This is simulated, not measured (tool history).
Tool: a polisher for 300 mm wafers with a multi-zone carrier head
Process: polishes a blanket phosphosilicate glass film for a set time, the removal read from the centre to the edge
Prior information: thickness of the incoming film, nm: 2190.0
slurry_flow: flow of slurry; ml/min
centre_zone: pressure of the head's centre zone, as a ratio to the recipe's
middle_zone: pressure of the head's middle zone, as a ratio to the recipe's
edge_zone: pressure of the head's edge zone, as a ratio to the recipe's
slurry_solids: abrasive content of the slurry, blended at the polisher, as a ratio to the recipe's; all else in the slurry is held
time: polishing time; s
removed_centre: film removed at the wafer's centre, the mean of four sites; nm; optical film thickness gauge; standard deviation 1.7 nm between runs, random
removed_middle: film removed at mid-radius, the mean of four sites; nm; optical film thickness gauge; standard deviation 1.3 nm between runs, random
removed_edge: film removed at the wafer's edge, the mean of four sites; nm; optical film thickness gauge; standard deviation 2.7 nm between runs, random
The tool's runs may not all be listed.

Run 1, hour 0: slurry_flow 215 ml/min, centre_zone 1, middle_zone 1, edge_zone 1, slurry_solids 1, time 58 s. Result: removed_centre 422.85 nm, removed_middle 424.58 nm, removed_edge 425.99 nm.
Run 2, hour 2.2: slurry_flow 215 ml/min, centre_zone 1.05, middle_zone 1, edge_zone 1, slurry_solids 1, time 58 s. Result: removed_centre 446.71 nm, removed_middle 417.3 nm, removed_edge 440.09 nm.
Run 3, hour 5.6: slurry_flow 215 ml/min, centre_zone 1.05, middle_zone 1.07, edge_zone 1, slurry_solids 1, time 58 s. Result: removed_centre 450.68 nm, removed_middle 451.96 nm, removed_edge 436.93 nm.
Run 4, hour 13.5: slurry_flow 200 ml/min, centre_zone 0.99, middle_zone 1, edge_zone 1.01, slurry_solids 0.85, time 51 s. Result: removed_centre 334.79 nm, removed_middle 336.96 nm, removed_edge 357.26 nm.
Run 5, hour 19.3: slurry_flow 190 ml/min, centre_zone 0.95, middle_zone 0.96, edge_zone 0.97, slurry_solids 0.75, time 47 s. Result: removed_centre 274.9 nm, removed_middle 279.97 nm, removed_edge 289.67 nm.
Run 6, hour 23: slurry_flow 190 ml/min, centre_zone 0.9, middle_zone 0.96, edge_zone 0.97, slurry_solids 0.75, time 47 s. Result: removed_centre 259.82 nm, removed_middle 275.96 nm, removed_edge 299.61 nm.
Run 7, hour 23.7: slurry_flow 190 ml/min, centre_zone 0.9, middle_zone 0.96, edge_zone 0.97, slurry_solids 0.75, time 47 s. Result: removed_centre 258.74 nm, removed_middle 274.68 nm, removed_edge 290.56 nm.
Run 8, hour 27.3: slurry_flow 180 ml/min, centre_zone 0.88, middle_zone 0.93, edge_zone 0.97, slurry_solids 0.7, time 45 s. Result: removed_centre 230.7 nm, removed_middle 249.84 nm, removed_edge 269.9 nm.

For run 9, what comes out?
Run 9, hour 32.8: slurry_flow 175 ml/min, centre_zone 0.87, middle_zone 0.9, edge_zone 0.97, slurry_solids 0.65, time 43 s. Result: removed_centre ?, removed_middle ?, removed_edge ?.

removed_centre: 206.06 nm
removed_middle: 220.08 nm
removed_edge: 242.08 nm
